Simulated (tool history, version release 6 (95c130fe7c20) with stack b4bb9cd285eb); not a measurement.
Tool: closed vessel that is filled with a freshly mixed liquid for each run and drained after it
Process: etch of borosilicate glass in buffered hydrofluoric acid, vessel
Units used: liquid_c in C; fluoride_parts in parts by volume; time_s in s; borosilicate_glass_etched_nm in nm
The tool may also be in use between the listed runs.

run  hour  liquid_c  fluoride_parts  time_s  borosilicate_glass_etched_nm
  1     0        21              14      30                        21.236
  2   7.3        19              14      30                        19.064
  3  10.1      18.5            14.5      30                         17.77
  4    18        18            14.5      30                        17.424
  5    25      17.5            14.5      30                        16.767
  6    27      20.5            14.5      30                         19.95

What will run 7 give?
  7    31      19.5            14.5      30                             ?

{"run 7": {"borosilicate_glass_etched_nm": 18.916}}
